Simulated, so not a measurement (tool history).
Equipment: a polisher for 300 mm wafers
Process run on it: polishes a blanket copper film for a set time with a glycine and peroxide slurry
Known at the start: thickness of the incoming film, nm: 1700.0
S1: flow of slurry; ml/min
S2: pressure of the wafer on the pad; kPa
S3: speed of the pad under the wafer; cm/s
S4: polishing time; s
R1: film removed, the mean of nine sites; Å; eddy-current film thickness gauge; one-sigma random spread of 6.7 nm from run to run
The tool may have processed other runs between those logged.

run	day	S1	S2	S3	S4	R1
1	0.000	290	18.6	84	115	5429.9
2	0.058	290	20.0	84	115	5744.4
3	0.362	290	20.0	106	115	6828.4
4	0.525	290	22.1	106	115	7403.5
5	0.796	290	22.1	106	115	7560.8
6	0.892	290	21.4	106	115	7276.0
7	1.096	290	20.7	106	115	7063.1
8	1.154	290	20.0	106	115	6968.2

Run 9 is up next; what results do you expect?
9	1.333	290	19.3	106	115	?

Run 9 gave R1 6671.4 Å.

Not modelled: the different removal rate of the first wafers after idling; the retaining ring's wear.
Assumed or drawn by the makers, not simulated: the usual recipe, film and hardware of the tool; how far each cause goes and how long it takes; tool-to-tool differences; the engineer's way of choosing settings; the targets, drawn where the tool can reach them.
